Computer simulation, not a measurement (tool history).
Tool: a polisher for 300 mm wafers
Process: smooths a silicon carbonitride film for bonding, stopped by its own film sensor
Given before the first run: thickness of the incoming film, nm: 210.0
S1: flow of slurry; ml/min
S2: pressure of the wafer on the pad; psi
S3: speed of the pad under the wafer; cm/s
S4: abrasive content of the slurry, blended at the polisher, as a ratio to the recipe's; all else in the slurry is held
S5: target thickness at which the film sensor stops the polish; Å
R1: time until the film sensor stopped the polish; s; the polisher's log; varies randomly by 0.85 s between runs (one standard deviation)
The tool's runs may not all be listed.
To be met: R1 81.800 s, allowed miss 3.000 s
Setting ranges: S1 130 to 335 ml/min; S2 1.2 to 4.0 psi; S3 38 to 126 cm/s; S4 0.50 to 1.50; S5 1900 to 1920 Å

run    day   S1   S2  S3    S4    S5      R1
  1  0.000  215  2.6  82  1.00  1900  59.245
  2  0.242  215  2.6  82  0.80  1900  64.214
  3  0.346  215  2.4  82  0.80  1900  68.880
  4  0.625  215  2.3  82  0.80  1900  73.469
  5  0.658  215  2.9  82  0.80  1900  57.545
  6  0.775  215  2.6  82  0.80  1900  64.885
  7  0.996  215  2.4  82  0.80  1900  69.962
  8  1.071  215  2.3  82  0.80  1900  72.059
  9  1.317  215  2.2  82  0.80  1900  75.535

Consider the 5 candidate settings below. Which is the only one whose results all fall within their allowed miss of target?
  A  1.562  240  2.4   96  0.55  1920   ?
  B  1.562  190  2.5   70  0.75  1910   ?
  C  1.562  130  2.2  102  0.70  1900   ?
  D  1.562  210  2.2   62  1.15  1900   ?
  E  1.562  190  2.3   70  1.00  1900   ?

move      R1
   A  61.955
   B  74.206
   C  72.253
   D  81.864
   E  75.971
A: lands further from the targets than the last run did
B: lands further from the targets than the last run did
C: lands further from the targets than the last run did
D: every result lands within tolerance
E: better than the last run, though not everything is in spec
D meets every target.

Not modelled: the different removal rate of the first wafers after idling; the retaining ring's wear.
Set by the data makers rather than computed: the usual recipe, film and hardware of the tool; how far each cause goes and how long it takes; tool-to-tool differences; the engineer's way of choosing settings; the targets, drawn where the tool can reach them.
